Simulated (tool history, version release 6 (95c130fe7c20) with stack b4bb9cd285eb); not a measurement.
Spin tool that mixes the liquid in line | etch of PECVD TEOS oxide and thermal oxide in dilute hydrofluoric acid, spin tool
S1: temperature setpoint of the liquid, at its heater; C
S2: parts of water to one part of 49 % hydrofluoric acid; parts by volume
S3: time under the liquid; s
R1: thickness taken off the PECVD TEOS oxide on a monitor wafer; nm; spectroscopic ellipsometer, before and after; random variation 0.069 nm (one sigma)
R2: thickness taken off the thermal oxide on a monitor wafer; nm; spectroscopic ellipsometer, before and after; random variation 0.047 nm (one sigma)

Run 1, hour 0: S1 22 C, S2 105 parts by volume, S3 60 s. Result: R1 7.1354 nm, R2 2.7969 nm.
Run 2, hour 0.7: S1 23 C, S2 105 parts by volume, S3 60 s. Result: R1 7.4623 nm, R2 2.9342 nm.
Run 3, hour 1.5: S1 24 C, S2 105 parts by volume, S3 60 s. Result: R1 7.6238 nm, R2 2.9498 nm.
Run 4, hour 7.7: S1 25 C, S2 105 parts by volume, S3 60 s. Result: R1 8.2093 nm, R2 3.1171 nm.
Run 5, hour 16.1: S1 25 C, S2 130 parts by volume, S3 60 s. Result: R1 6.265 nm, R2 2.4317 nm.
Run 6, hour 18.5: S1 26 C, S2 125 parts by volume, S3 60 s. Result: R1 6.9082 nm, R2 2.575 nm.

Forecast run 7:
Run 7, hour 24.4: S1 26 C, S2 120 parts by volume, S3 60 s. Result: R1 ?, R2 ?.

Run 7 gave R1 7.1476 nm, R2 2.7431 nm.

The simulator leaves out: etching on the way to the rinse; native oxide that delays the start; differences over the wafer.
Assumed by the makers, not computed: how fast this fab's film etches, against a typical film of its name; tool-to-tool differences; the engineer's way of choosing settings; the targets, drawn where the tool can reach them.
